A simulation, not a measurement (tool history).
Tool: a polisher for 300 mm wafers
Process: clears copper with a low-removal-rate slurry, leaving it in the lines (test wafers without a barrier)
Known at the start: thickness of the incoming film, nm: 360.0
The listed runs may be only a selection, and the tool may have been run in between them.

run	hour	flow of slurry (ml/min)	pressure of the wafer on the pad (kPa)	speed of the pad under the wafer (m/s)	abrasive content of the slurry	overpolish time after the end point (s)	time until the end point was called (s)	dishing of a wide line in a test structure (nm)
1	0.0	320	19.3	1.08	1.0	29	130.51	54.334
2	3.0	320	18.6	1.08	1.0	29	131.45	50.083
3	6.4	380	18.6	1.08	1.0	29	129.24	53.382
4	14.9	375	17.9	1.08	1.0	29	138.22	50.768
5	18.6	375	17.2	1.08	1.0	29	142.81	48.314
6	19.5	375	19.3	1.08	1.0	29	129.18	52.544
7	24.0	375	18.6	1.08	1.0	29	130.59	53.100
8	28.8	370	17.9	1.08	1.0	29	135.52	49.064
9	30.8	370	17.2	1.08	1.0	30	138.81	49.539
10	32.6	370	16.5	1.08	1.0	31	150.22	51.141

Run 11 comes next. What will it give?
11	39.4	370	16.5	1.08	1.0	31	?	?

Run 11 came out at time until the end point was called (s) 149.12, dishing of a wide line in a test structure (nm) 50.145.

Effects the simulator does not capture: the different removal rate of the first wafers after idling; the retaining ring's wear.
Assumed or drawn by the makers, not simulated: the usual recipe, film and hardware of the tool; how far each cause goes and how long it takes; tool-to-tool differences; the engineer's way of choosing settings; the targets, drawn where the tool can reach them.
